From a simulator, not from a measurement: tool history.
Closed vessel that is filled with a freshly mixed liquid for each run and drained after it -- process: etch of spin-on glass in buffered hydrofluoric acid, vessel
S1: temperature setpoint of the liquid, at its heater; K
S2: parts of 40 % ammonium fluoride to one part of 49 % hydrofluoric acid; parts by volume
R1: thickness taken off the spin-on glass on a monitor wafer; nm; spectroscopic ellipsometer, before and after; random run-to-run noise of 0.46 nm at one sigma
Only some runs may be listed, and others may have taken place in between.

{"run": 1, "hour": 0.0, "S1": 296.15, "S2": 17.0, "time in the liquid (s)": 30, "R1": 51.394}
{"run": 2, "hour": 5.9, "S1": 296.15, "S2": 17.0, "time in the liquid (s)": 30, "R1": 51.435}
{"run": 3, "hour": 10.7, "S1": 296.15, "S2": 17.0, "time in the liquid (s)": 30, "R1": 51.44}
{"run": 4, "hour": 19.6, "S1": 296.15, "S2": 17.0, "time in the liquid (s)": 30, "R1": 51.582}
{"run": 5, "hour": 25.3, "S1": 298.65, "S2": 16.5, "time in the liquid (s)": 30, "R1": 60.723}
{"run": 6, "hour": 28.0, "S1": 301.15, "S2": 16.5, "time in the liquid (s)": 30, "R1": 69.818}
{"run": 7, "hour": 32.4, "S1": 302.15, "S2": 16.0, "time in the liquid (s)": 30, "R1": 75.102}
{"run": 8, "hour": 37.3, "S1": 302.65, "S2": 16.0, "time in the liquid (s)": 30, "R1": 78.51}
{"run": 9, "hour": 40.1, "S1": 303.15, "S2": 16.0, "time in the liquid (s)": 30, "R1": 78.973}
{"run": 10, "hour": 45.8, "S1": 303.15, "S2": 16.0, "time in the liquid (s)": 30, "R1": 79.492}

Run 11, settings as shown, results not yet in. Your forecast:
{"run": 11, "hour": 53.9, "S1": 303.65, "S2": 16.0, "time in the liquid (s)": 30, "R1": "?"}

R1: 81.969 nm

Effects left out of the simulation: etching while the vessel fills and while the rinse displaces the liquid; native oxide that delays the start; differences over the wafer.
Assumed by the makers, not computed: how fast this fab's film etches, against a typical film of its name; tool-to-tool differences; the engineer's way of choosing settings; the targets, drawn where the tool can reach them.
